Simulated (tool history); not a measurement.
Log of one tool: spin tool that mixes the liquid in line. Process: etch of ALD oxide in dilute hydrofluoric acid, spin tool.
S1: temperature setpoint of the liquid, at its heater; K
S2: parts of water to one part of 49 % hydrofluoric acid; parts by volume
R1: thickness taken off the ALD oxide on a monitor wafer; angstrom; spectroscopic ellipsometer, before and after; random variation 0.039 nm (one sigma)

{"run": 1, "day": 0.0, "S1": 297.15, "S2": 235, "time under the liquid (s)": 80, "R1": 75.358}
{"run": 2, "day": 0.171, "S1": 297.15, "S2": 280, "time under the liquid (s)": 80, "R1": 60.78}
{"run": 3, "day": 0.304, "S1": 296.15, "S2": 285, "time under the liquid (s)": 80, "R1": 57.797}
{"run": 4, "day": 0.667, "S1": 295.15, "S2": 295, "time under the liquid (s)": 80, "R1": 53.07}
{"run": 5, "day": 0.971, "S1": 294.65, "S2": 300, "time under the liquid (s)": 80, "R1": 50.866}
{"run": 6, "day": 1.058, "S1": 294.15, "S2": 305, "time under the liquid (s)": 80, "R1": 49.049}
{"run": 7, "day": 1.1, "S1": 293.65, "S2": 310, "time under the liquid (s)": 80, "R1": 47.591}
{"run": 8, "day": 1.192, "S1": 293.15, "S2": 315, "time under the liquid (s)": 80, "R1": 44.603}
{"run": 9, "day": 1.467, "S1": 292.65, "S2": 315, "time under the liquid (s)": 80, "R1": 45.301}
{"run": 10, "day": 1.529, "S1": 292.15, "S2": 320, "time under the liquid (s)": 80, "R1": 42.964}

Run 11 comes next. What will it give?
{"run": 11, "day": 1.725, "S1": 291.65, "S2": 320, "time under the liquid (s)": 80, "R1": "?"}

Run 11 gave R1 41.849 angstrom.
